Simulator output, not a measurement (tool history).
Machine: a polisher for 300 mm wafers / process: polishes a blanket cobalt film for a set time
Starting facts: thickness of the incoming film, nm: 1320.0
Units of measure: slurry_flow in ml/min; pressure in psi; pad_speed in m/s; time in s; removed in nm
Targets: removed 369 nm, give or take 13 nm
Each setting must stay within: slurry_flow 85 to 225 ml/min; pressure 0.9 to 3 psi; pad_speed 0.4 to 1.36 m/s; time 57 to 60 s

run	hour	slurry_flow	pressure	pad_speed	time	removed
1	0	145	1.9	0.88	57	218.41
2	1.5	115	1.9	0.88	57	208.6
3	2	115	1.6	0.88	57	174.95
4	9.9	115	1.9	0.88	57	204.35
5	15.7	145	1.9	0.88	57	215.75
6	20.9	110	1.9	0.88	57	203.66
7	21.5	120	2.1	0.88	57	224.44
8	24.6	130	2.3	0.88	57	256.61
9	32.1	140	2.4	0.88	57	274.04
# hour 33.5: worn pad replaced by a new one
10	33.5	150	2.5	0.88	57	305.78
11	41.7	160	2.5	0.88	57	311.77
12	49.5	170	2.5	0.88	57	313.22
13	55.9	175	2.5	0.88	57	312.87
14	64	180	2.5	0.88	57	314.71
15	65.4	185	2.5	0.88	57	316.84
16	72.2	190	2.5	0.88	57	323.76
17	77.8	195	2.5	0.88	57	320.04
18	85.3	200	2.6	0.88	57	332.49
19	86.6	200	2.7	0.88	57	351.37

Exactly one of the 5 candidate moves below puts every result within its allowed miss. Which one?
A	87.9	190	2.5	0.86	57	?
B	87.9	195	2.9	0.86	59	?
C	87.9	200	2.7	0.82	59	?
D	87.9	170	3	0.82	57	?
E	87.9	225	2.8	0.74	59	?

move	removed
A	309.34
B	371.64
C	332.07
D	347.08
E	316.41
A: lands further from the targets than the last run did
B: hits every target within its allowed miss
C: lands further from the targets than the last run did
D: lands further from the targets than the last run did
E: lands further from the targets than the last run did
Go with B: it meets all targets.
